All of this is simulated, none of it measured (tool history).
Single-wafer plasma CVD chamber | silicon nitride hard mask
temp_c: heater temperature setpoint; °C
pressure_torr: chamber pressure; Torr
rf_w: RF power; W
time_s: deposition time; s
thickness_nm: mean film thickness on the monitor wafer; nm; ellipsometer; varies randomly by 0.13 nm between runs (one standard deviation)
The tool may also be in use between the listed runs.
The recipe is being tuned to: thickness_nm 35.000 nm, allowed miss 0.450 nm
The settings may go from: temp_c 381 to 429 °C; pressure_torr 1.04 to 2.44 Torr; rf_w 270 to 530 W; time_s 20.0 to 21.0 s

run	hour	temp_c	pressure_torr	rf_w	time_s	thickness_nm
1	0.0	405	1.74	400	21.0	33.252
2	1.5	405	1.79	400	21.0	33.465
3	6.2	413	1.79	400	21.0	33.092
4	13.6	413	1.79	400	20.0	31.689
5	17.2	411	1.87	400	20.0	32.005
6	26.2	410	1.97	405	20.0	32.814
7	28.6	409	2.03	405	20.0	33.155
8	32.2	408	2.08	405	20.0	33.125
9	37.7	408	2.14	405	20.0	33.387
10	46.7	407	2.19	405	20.0	33.690
11	50.5	406	2.23	405	20.0	33.971
12	55.9	405	2.26	405	20.0	33.925
13	64.4	405	2.29	405	20.0	33.918
14	64.9	405	2.31	405	20.0	34.083
15	65.7	405	2.31	405	20.0	33.999
16	72.9	405	2.33	405	20.0	34.207
17	81.1	405	2.35	405	20.0	34.076

5 candidate next runs follow, results not yet known. Just one meets every target within its allowed miss. Identify it.
A	89.3	403	2.35	410	21.0	?
B	89.3	404	2.44	440	20.0	?
C	89.3	403	2.28	405	21.0	?
D	89.3	401	2.11	410	20.8	?
E	89.3	403	2.27	405	21.0	?

move	thickness_nm
A	36.345
B	36.443
C	35.813
D	35.107
E	35.775
A: pushes the last run's worst result past its target
B: pushes the last run's worst result past its target
C: pushes the last run's worst result past its target
D: in spec on every target
E: pushes the last run's worst result past its target
So the answer is move D, the one that meets all the targets.
